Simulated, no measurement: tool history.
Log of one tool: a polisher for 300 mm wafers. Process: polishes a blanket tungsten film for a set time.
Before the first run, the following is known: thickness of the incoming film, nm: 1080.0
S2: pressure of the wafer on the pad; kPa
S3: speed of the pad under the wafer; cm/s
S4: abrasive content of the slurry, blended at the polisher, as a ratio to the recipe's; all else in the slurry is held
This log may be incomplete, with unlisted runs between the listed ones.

Run 1, day 0: flow of slurry (ml/min) 155, S2 32.4 kPa, S3 134 cm/s, S4 1, polishing time (s) 30. Result: film removed (angstrom) 2324.3.
Run 2, day 0.029: flow of slurry (ml/min) 155, S2 32.4 kPa, S3 156 cm/s, S4 1, polishing time (s) 30. Result: film removed (angstrom) 2643.9.
Run 3, day 0.358: flow of slurry (ml/min) 155, S2 32.4 kPa, S3 124 cm/s, S4 1, polishing time (s) 30. Result: film removed (angstrom) 2162.6.
Run 4, day 0.454: flow of slurry (ml/min) 170, S2 32.4 kPa, S3 124 cm/s, S4 1, polishing time (s) 30. Result: film removed (angstrom) 2179.1.
Run 5, day 0.633: flow of slurry (ml/min) 170, S2 29 kPa, S3 122 cm/s, S4 1, polishing time (s) 30. Result: film removed (angstrom) 1880.8.
Run 6, day 0.729: flow of slurry (ml/min) 170, S2 29 kPa, S3 122 cm/s, S4 1, polishing time (s) 30. Result: film removed (angstrom) 1937.1.
At day 0.808: head pressure recalibrated.
Run 7, day 0.808: flow of slurry (ml/min) 170, S2 26.2 kPa, S3 120 cm/s, S4 1, polishing time (s) 30. Result: film removed (angstrom) 1849.3.
Run 8, day 0.883: flow of slurry (ml/min) 170, S2 23.4 kPa, S3 116 cm/s, S4 1, polishing time (s) 30. Result: film removed (angstrom) 1607.1.

Run 9 comes next. What will it give?
Run 9, day 1.208: flow of slurry (ml/min) 170, S2 22.1 kPa, S3 116 cm/s, S4 1, polishing time (s) 30. Result: film removed (angstrom) ?.

film removed (angstrom): 1550.8
